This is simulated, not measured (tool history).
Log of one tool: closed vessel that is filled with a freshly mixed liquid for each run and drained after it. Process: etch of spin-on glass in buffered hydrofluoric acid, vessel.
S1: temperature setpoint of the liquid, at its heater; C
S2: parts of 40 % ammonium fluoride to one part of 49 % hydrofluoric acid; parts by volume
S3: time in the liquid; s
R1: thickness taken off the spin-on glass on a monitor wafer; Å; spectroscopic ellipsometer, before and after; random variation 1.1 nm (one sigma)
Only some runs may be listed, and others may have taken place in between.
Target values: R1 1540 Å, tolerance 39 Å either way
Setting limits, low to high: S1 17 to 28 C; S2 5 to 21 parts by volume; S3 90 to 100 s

run,hour,S1,S2,S3,R1
1,0,20,13,90,1869
2,1.5,19,13,90,1774.3
3,2.9,18.5,13,90,1705.7
4,3.6,18,13,90,1668.8
5,4.7,18,15.5,90,1404.1
6,11.1,18.5,15.5,90,1436.7
7,19.2,18.5,15.5,90,1427.9
8,23.1,18.5,15.5,90,1448

Pick the move, out of 4, that brings all results within their allowed miss; only one does.
A,27,17.5,14.5,95,?
B,27,17.5,16,95,?
C,27,17.5,14.5,100,?
D,27,17,15,90,?

move,R1
A,1551
B,1407.7
C,1632.6
D,1381.2
A: every result lands within tolerance
B: its largest miss is bigger than the last run's
C: the result that was furthest off in the last run now lies on the other side of its target
D: its largest miss is bigger than the last run's
The right move is A.
